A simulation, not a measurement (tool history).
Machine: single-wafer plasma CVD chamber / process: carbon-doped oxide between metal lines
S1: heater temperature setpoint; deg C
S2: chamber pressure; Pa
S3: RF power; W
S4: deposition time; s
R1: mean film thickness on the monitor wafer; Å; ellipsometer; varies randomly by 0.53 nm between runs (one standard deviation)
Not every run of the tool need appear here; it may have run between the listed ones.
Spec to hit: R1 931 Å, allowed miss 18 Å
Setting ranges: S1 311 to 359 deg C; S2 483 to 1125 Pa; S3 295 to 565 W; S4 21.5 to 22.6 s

{"run": 1, "hour": 0.0, "S1": 335, "S2": 804, "S3": 430, "S4": 22.6, "R1": 1084.7}
{"run": 2, "hour": 2.2, "S1": 338, "S2": 773, "S3": 415, "S4": 22.6, "R1": 1047.2}
{"run": 3, "hour": 10.2, "S1": 338, "S2": 773, "S3": 465, "S4": 22.6, "R1": 1144.2}
{"run": 4, "hour": 15.3, "S1": 340, "S2": 756, "S3": 440, "S4": 22.5, "R1": 1083.1}
{"run": 5, "hour": 23.8, "S1": 340, "S2": 756, "S3": 495, "S4": 22.5, "R1": 1198.2}
{"run": 6, "hour": 32.7, "S1": 340, "S2": 660, "S3": 495, "S4": 22.5, "R1": 1158.2}
{"run": 7, "hour": 35.8, "S1": 341, "S2": 619, "S3": 475, "S4": 22.4, "R1": 1117.7}
{"run": 8, "hour": 36.7, "S1": 342, "S2": 593, "S3": 455, "S4": 22.3, "R1": 1066.8}
{"run": 9, "hour": 45.6, "S1": 343, "S2": 569, "S3": 440, "S4": 22.2, "R1": 1015.2}
{"run": 10, "hour": 52.7, "S1": 345, "S2": 548, "S3": 435, "S4": 22.2, "R1": 1004.1}
{"run": 11, "hour": 56.2, "S1": 351, "S2": 507, "S3": 395, "S4": 22.1, "R1": 892.57}

Exactly one of the 5 candidate moves below puts every result within its allowed miss. Which one?
{"run": "A", "hour": 59.7, "S1": 345, "S2": 503, "S3": 410, "S4": 22.6, "R1": "?"}
{"run": "B", "hour": 59.7, "S1": 337, "S2": 483, "S3": 435, "S4": 21.5, "R1": "?"}
{"run": "C", "hour": 59.7, "S1": 352, "S2": 592, "S3": 420, "S4": 22.6, "R1": "?"}
{"run": "D", "hour": 59.7, "S1": 349, "S2": 491, "S3": 400, "S4": 22.6, "R1": "?"}
{"run": "E", "hour": 59.7, "S1": 359, "S2": 519, "S3": 430, "S4": 22.4, "R1": "?"}

move=A R1=963.6
move=B R1=982.91
move=C R1=985.99
move=D R1=930.9
move=E R1=964.84
A: takes the biggest miss from the last run beyond its target
B: takes the biggest miss from the last run beyond its target
C: takes the biggest miss from the last run beyond its target
D: every result lands within tolerance
E: takes the biggest miss from the last run beyond its target
Move D is the one to make.

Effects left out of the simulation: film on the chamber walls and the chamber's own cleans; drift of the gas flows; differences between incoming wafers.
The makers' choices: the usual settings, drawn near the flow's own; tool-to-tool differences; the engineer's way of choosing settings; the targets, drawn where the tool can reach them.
